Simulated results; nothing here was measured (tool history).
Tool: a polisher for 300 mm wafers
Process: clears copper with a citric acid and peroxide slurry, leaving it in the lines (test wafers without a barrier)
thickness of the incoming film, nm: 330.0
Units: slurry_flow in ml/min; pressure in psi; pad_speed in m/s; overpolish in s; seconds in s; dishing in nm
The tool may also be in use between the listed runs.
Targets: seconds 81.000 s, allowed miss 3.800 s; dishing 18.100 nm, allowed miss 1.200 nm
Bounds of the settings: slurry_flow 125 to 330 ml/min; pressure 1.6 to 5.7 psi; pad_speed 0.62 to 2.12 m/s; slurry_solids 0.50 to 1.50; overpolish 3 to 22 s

run	hour	slurry_flow	pressure	pad_speed	slurry_solids	overpolish	seconds	dishing
1	0.0	210	3.6	1.36	1.00	11	99.151	30.760
2	7.9	210	3.6	1.36	1.15	11	95.071	31.902
3	16.5	210	3.6	1.36	1.15	8	96.196	24.861
4	17.2	210	3.6	1.36	1.15	5	97.888	14.931
5	22.5	210	3.7	1.36	1.15	5	93.407	15.859
6	27.9	210	3.8	1.36	1.15	5	93.094	15.408
7	33.6	210	3.9	1.36	1.15	5	88.313	16.122
8	41.8	215	4.2	1.36	1.15	6	85.397	20.701
9	45.2	215	4.2	1.38	1.15	6	83.920	21.441

Which of these 4 next moves meets every target?
A	48.6	210	4.1	1.44	1.05	9	?	?
B	48.6	225	4.7	1.38	1.15	8	?	?
C	48.6	185	4.6	1.34	1.15	5	?	?
D	48.6	215	4.7	1.32	1.10	7	?	?

move	seconds	dishing
A	83.346	30.484
B	75.392	30.089
C	80.651	18.406
D	79.844	25.343
A: further off than the last run
B: further off than the last run
C: meets every target
D: further off than the last run
Move C is the one to make.

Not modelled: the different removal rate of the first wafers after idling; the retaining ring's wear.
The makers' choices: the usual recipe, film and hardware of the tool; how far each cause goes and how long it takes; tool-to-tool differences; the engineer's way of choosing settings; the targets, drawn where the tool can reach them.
